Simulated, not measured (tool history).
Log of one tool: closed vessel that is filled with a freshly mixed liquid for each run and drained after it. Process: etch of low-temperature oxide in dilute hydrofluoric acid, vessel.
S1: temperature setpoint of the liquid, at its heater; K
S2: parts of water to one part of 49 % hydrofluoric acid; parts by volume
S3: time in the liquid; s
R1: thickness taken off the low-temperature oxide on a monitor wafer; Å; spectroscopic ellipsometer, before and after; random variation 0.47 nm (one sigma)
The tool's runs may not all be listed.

run  hour      S1  S2   S3      R1
  1   0.0  296.15  45  345  854.26
  2   8.5  296.15  45  375  926.91
  3  13.4  296.15  55  375  745.37
  4  17.3  296.15  55  375  752.89
  5  18.3  298.15  55  375  820.55
  6  19.8  298.15  50  375  905.42
  7  28.4  296.65  50  375  851.65

Forecast run 8:
  8  36.7  295.65  50  375   ?

Run 8 gave R1 819.18 Å.
